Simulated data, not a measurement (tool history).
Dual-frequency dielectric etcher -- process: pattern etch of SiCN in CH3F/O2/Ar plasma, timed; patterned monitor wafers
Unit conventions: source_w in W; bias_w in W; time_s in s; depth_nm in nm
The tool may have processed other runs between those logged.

run 1 hour=0 | source_w=380 bias_w=75 time_s=31.5 | depth_nm=10.795
run 2 hour=2 | source_w=380 bias_w=85 time_s=31.5 | depth_nm=11.303
run 3 hour=6.1 | source_w=350 bias_w=81 time_s=31.5 | depth_nm=10.962
run 4 hour=7 | source_w=340 bias_w=75 time_s=31 | depth_nm=10.367
run 5 hour=9.9 | source_w=320 bias_w=72 time_s=31 | depth_nm=9.97
run 6 hour=14.7 | source_w=300 bias_w=71 time_s=31 | depth_nm=9.6669
run 7 hour=20.8 | source_w=290 bias_w=70 time_s=31 | depth_nm=9.5748

Predict the results of run 8:
run 8 hour=23.3 | source_w=280 bias_w=69 time_s=31 | depth_nm=?

Logged for run 8: depth_nm 9.3333 nm.
